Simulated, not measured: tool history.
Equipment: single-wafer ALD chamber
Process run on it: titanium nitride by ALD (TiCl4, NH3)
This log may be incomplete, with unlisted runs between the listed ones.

run    day  heater temperature setpoint (K)  number of ALD cycles (cycles)  NH3 pulse time (s)  mean film thickness on the monitor wafer (Å)
  1      0                           663.15                             28                3.18                                        6.4322
  2  0.138                           655.15                             27                2.49                                        6.1151
  3  0.425                           655.15                             27                3.22                                        6.1905
  4  0.492                           650.15                             27                2.51                                        6.1052
  5  0.525                           646.15                             27                2.04                                        5.9764
  6  0.638                           644.15                             27                1.82                                        5.8692

Run 7 is up next; what results do you expect?
  7  0.921                           644.15                             27                1.79                                             ?

mean film thickness on the monitor wafer (Å): 5.8869
